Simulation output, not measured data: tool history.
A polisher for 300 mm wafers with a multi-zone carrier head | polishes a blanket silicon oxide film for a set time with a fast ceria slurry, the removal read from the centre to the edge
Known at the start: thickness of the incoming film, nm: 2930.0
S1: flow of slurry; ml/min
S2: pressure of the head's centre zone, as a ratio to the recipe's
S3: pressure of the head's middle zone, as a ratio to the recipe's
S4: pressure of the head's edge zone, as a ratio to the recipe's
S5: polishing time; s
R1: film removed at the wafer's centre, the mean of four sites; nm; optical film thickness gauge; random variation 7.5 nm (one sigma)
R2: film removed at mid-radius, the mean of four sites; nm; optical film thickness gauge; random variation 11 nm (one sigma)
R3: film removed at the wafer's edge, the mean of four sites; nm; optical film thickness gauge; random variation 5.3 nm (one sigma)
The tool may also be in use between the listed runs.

run 1 hour=0 | S1=135 S2=1 S3=1 S4=1 S5=43 | R1=1067.2 R2=1058.6 R3=1058.1
run 2 hour=7.2 | S1=135 S2=1.04 S3=1 S4=1 S5=43 | R1=1127.6 R2=1038 R3=1052.8
run 3 hour=11.9 | S1=135 S2=1.04 S3=1 S4=1.06 S5=43 | R1=1119.2 R2=1033.4 R3=1096.2
run 4 hour=19.4 | S1=155 S2=1.04 S3=1 S4=1.06 S5=43 | R1=1149.5 R2=1051.6 R3=1118.5
run 5 hour=24.7 | S1=150 S2=1.04 S3=0.98 S4=1.03 S5=42 | R1=1115.6 R2=1049.1 R3=1068.7
run 6 hour=31.5 | S1=150 S2=1 S3=0.98 S4=1.03 S5=42 | R1=1052.4 R2=1011.9 R3=1072.5
run 7 hour=34.7 | S1=145 S2=1.01 S3=0.96 S4=1.01 S5=41 | R1=1045.8 R2=985.77 R3=1032.9
run 8 hour=43.6 | S1=140 S2=1.02 S3=0.94 S4=0.99 S5=40 | R1=1015.8 R2=899.19 R3=986.75
run 9 hour=52 | S1=135 S2=1.02 S3=0.94 S4=0.97 S5=39 | R1=979.94 R2=915.38 R3=943.72
run 10 hour=56.4 | S1=130 S2=1.03 S3=0.92 S4=0.95 S5=39 | R1=997.88 R2=908.85 R3=942.67
run 11 hour=57.9 | S1=125 S2=1.04 S3=0.91 S4=0.94 S5=38 | R1=988.77 R2=862.49 R3=899.95
run 12 hour=63.4 | S1=120 S2=1.04 S3=0.9 S4=0.93 S5=38 | R1=970.15 R2=863.49 R3=894.79
run 13 hour=67.8 | S1=110 S2=1.13 S3=0.83 S4=0.83 S5=32 | R1=854.2 R2=675.41 R3=708.5
run 14 hour=72.4 | S1=115 S2=1.13 S3=0.84 S4=0.83 S5=32 | R1=859.16 R2=663.62 R3=709.76
run 15 hour=75.8 | S1=120 S2=1.13 S3=0.85 S4=0.84 S5=32 | R1=874.1 R2=702.66 R3=725.51

Run 16 comes next. What will it give?
run 16 hour=79.8 | S1=130 S2=1.13 S3=0.85 S4=0.85 S5=32 | R1=? R2=? R3=?

{"run 16": {"R1": 893.73, "R2": 679.9, "R3": 733.05}}
